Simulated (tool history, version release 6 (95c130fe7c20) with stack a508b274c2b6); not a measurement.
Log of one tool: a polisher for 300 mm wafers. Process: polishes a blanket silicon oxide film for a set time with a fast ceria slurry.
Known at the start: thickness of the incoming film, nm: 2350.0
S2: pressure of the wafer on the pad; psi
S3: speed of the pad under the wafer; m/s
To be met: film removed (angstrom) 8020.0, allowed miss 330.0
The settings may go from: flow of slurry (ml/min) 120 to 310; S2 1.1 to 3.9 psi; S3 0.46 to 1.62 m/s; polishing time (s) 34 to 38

{"run": 1, "hour": 0.0, "flow of slurry (ml/min)": 200, "S2": 2.5, "S3": 1.04, "polishing time (s)": 38, "film removed (angstrom)": 5954.0}
{"run": 2, "hour": 2.8, "flow of slurry (ml/min)": 220, "S2": 2.5, "S3": 1.04, "polishing time (s)": 38, "film removed (angstrom)": 6130.5}
{"run": 3, "hour": 5.2, "flow of slurry (ml/min)": 230, "S2": 2.7, "S3": 1.04, "polishing time (s)": 38, "film removed (angstrom)": 6728.3}
{"run": 4, "hour": 13.3, "flow of slurry (ml/min)": 230, "S2": 2.3, "S3": 1.04, "polishing time (s)": 38, "film removed (angstrom)": 5783.3}
{"run": 5, "hour": 19.4, "flow of slurry (ml/min)": 230, "S2": 2.3, "S3": 0.88, "polishing time (s)": 38, "film removed (angstrom)": 4889.3}
{"run": 6, "hour": 26.1, "flow of slurry (ml/min)": 230, "S2": 2.3, "S3": 0.88, "polishing time (s)": 34, "film removed (angstrom)": 4353.7}
{"run": 7, "hour": 33.8, "flow of slurry (ml/min)": 235, "S2": 3.0, "S3": 0.92, "polishing time (s)": 34, "film removed (angstrom)": 5977.5}
{"run": 8, "hour": 35.0, "flow of slurry (ml/min)": 240, "S2": 3.7, "S3": 0.94, "polishing time (s)": 34, "film removed (angstrom)": 7469.7}
{"run": 9, "hour": 43.9, "flow of slurry (ml/min)": 240, "S2": 3.8, "S3": 0.94, "polishing time (s)": 34, "film removed (angstrom)": 7613.8}

Which of these 4 next moves meets every target?
{"run": "A", "hour": 52.8, "flow of slurry (ml/min)": 240, "S2": 3.9, "S3": 0.84, "polishing time (s)": 38, "film removed (angstrom)": "?"}
{"run": "B", "hour": 52.8, "flow of slurry (ml/min)": 220, "S2": 3.5, "S3": 1.02, "polishing time (s)": 34, "film removed (angstrom)": "?"}
{"run": "C", "hour": 52.8, "flow of slurry (ml/min)": 230, "S2": 3.3, "S3": 0.98, "polishing time (s)": 36, "film removed (angstrom)": "?"}
{"run": "D", "hour": 52.8, "flow of slurry (ml/min)": 250, "S2": 3.7, "S3": 0.84, "polishing time (s)": 34, "film removed (angstrom)": "?"}

move=A film_removed_(angstrom)=7921.8
move=B film_removed_(angstrom)=7481.7
move=C film_removed_(angstrom)=7256.8
move=D film_removed_(angstrom)=6761.4
A: meets every target
B: further off than the last run
C: further off than the last run
D: further off than the last run
Answer: A

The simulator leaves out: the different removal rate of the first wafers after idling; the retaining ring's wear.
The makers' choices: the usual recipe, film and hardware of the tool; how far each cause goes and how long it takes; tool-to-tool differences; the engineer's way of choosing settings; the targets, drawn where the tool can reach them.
